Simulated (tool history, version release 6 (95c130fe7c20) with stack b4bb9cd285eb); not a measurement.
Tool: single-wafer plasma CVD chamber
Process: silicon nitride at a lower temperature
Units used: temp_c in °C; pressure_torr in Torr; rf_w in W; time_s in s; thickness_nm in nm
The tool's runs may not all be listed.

run	hour	temp_c	pressure_torr	rf_w	time_s	thickness_nm
1	0.0	330	1.67	275	22.7	28.851
2	7.5	330	1.67	275	21.6	27.498
3	16.0	330	1.63	275	21.6	27.225
4	24.8	330	1.63	275	22.7	28.549
5	27.5	330	1.63	275	21.6	27.080
6	31.0	330	1.63	305	21.6	28.625
7	38.3	330	1.55	300	21.6	27.851

Run 8, settings as shown, results not yet in. Your forecast:
8	43.2	330	1.50	300	21.6	?

Run 8 measured thickness_nm 27.477 nm.
